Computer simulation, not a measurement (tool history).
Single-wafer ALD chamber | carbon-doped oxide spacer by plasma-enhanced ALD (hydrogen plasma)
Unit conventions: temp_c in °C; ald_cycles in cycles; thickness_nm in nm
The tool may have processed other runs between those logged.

run,hour,temp_c,ald_cycles,thickness_nm
1,0,410,418,21.691
2,8.7,404,418,22.352
3,11.7,400,437,23.464
4,14.5,392,437,23.698
5,15.6,391,457,24.905
6,19.6,396,457,24.816
7,28.4,394,471,25.768
8,31.7,393,481,26.2
# hour 38.5: thermocouple changed; heater temperature recalibrated
9,38.5,392,490,26.721
10,42.6,391,497,26.968
11,45.1,390,503,27.359
12,47.8,389,508,27.708

Run 13 is up next; what results do you expect?
13,50.1,389,511,?

{"run 13": {"thickness_nm": 27.854}}

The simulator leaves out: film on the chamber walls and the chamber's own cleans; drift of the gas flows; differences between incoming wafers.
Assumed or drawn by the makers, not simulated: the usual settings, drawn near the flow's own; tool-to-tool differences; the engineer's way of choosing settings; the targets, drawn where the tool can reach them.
